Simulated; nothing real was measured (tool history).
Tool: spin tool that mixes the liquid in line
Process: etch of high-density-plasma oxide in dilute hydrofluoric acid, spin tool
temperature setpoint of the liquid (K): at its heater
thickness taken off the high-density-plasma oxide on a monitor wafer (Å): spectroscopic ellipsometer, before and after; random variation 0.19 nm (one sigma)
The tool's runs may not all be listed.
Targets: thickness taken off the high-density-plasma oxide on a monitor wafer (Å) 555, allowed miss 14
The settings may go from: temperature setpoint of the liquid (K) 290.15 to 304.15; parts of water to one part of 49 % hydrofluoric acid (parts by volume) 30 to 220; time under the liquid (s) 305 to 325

run	hour	temperature setpoint of the liquid (K)	parts of water to one part of 49 % hydrofluoric acid (parts by volume)	time under the liquid (s)	thickness taken off the high-density-plasma oxide on a monitor wafer (Å)
1	0	296.15	125	305	253.8
2	6.1	296.15	90	305	362.33
3	12.7	297.15	90	305	379.32
4	19.2	297.15	60	305	589.23
5	23.5	297.15	30	305	1230.3
6	29.9	300.65	30	305	1414.6
7	34.6	299.15	30	305	1329.3
8	40.6	298.15	30	305	1276.6
9	48.7	297.15	35	305	1047.7
10	52.6	296.15	35	305	1001.5
11	58.4	292.15	80	305	353.33
12	65.6	293.15	80	305	366.08
13	72	293.15	80	305	367.84
14	73.6	294.15	80	305	382.32
# hour 79.8: hydrofluoric acid flow meter replaced
15	79.8	294.65	80	305	364.23
16	88.3	295.15	80	305	370.32

4 next moves are on the table. One of them brings every result within its allowed miss. Which?
A	96.8	295.65	60	325	?
B	96.8	290.15	90	305	?
C	96.8	298.65	50	325	?
D	96.8	296.15	60	305	?

move	thickness taken off the high-density-plasma oxide on a monitor wafer (Å)
A	551.15
B	264.59
C	757.86
D	528.01
A: meets every target
B: further off than the last run
C: takes the result that was furthest off past its target
D: nearer than the last run, and not there yet
The right move is A.
